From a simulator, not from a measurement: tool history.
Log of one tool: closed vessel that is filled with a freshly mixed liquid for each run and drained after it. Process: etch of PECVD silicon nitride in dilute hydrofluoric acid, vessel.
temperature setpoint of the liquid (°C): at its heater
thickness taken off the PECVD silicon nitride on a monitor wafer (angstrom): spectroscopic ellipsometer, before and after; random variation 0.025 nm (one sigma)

| run | hour | temperature setpoint of the liquid (°C) | parts of water to one part of 49 % hydrofluoric acid (parts by volume) | time in the liquid (s) | thickness taken off the PECVD silicon nitride on a monitor wafer (angstrom) |
|---|---|---|---|---|---|
| 1 | 0.0 | 23.0 | 120 | 250 | 70.465 |
| 2 | 1.0 | 23.0 | 90 | 250 | 92.399 |
| 3 | 3.3 | 23.0 | 70 | 250 | 118.570 |
| 4 | 4.5 | 22.0 | 75 | 250 | 103.240 |
| 5 | 10.8 | 22.0 | 75 | 195 | 80.896 |
| 6 | 12.1 | 21.5 | 75 | 195 | 77.436 |
| 7 | 16.1 | 21.0 | 75 | 195 | 75.399 |
| 8 | 25.1 | 20.5 | 75 | 195 | 73.626 |

Forecast run 9:
| 9 | 33.4 | 17.0 | 75 | 195 | ? |

{"run 9": {"thickness taken off the PECVD silicon nitride on a monitor wafer (angstrom)": 56.668}}
